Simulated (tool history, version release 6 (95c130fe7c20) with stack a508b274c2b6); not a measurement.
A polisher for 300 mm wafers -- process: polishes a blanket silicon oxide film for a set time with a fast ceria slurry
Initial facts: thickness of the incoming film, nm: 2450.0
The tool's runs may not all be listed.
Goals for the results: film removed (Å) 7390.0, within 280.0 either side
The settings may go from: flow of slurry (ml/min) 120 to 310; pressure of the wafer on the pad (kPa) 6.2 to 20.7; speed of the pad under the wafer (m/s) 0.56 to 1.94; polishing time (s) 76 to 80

run  hour  flow of slurry (ml/min)  pressure of the wafer on the pad (kPa)  speed of the pad under the wafer (m/s)  polishing time (s)  film removed (Å)
  1   0.0                      200                                    13.1                                    1.24                  76            9919.4
  2   7.7                      200                                    15.2                                    1.24                  76           11667.0
  3  11.2                      200                                    13.8                                    1.24                  76           10461.0
  4  18.8                      200                                    12.4                                    1.24                  76            9393.2
  5  22.2                      200                                    11.7                                    1.24                  76            8980.3
  6  28.1                      200                                    11.0                                    1.24                  76            8625.6
  7  36.0                      200                                    10.3                                    1.24                  76            8032.6
     36.9  -- worn pad replaced by a new one
  8  36.9                      195                                     9.7                                    1.24                  76            8185.8
  9  45.8                      200                                     9.0                                    1.24                  76            7668.6

Of the 5 settings listed for the next run, only one would bring every result within its allowed miss of target. Which one?
  A  54.7                      175                                     8.3                                    1.24                  80                 ?
  B  54.7                      205                                     7.6                                    1.30                  76                 ?
  C  54.7                      165                                    11.7                                    1.02                  80                 ?
  D  54.7                      200                                     9.0                                    1.24                  78                 ?
  E  54.7                      165                                     9.7                                    1.28                  79                 ?

move  film removed (Å)
   A            7284.9
   B            6834.5
   C            8340.9
   D            7828.6
   E            8510.0
A: hits every target within its allowed miss
B: takes the result that was furthest off past its target
C: misses by more than the last run did
D: misses by more than the last run did
E: misses by more than the last run did
Answer: A

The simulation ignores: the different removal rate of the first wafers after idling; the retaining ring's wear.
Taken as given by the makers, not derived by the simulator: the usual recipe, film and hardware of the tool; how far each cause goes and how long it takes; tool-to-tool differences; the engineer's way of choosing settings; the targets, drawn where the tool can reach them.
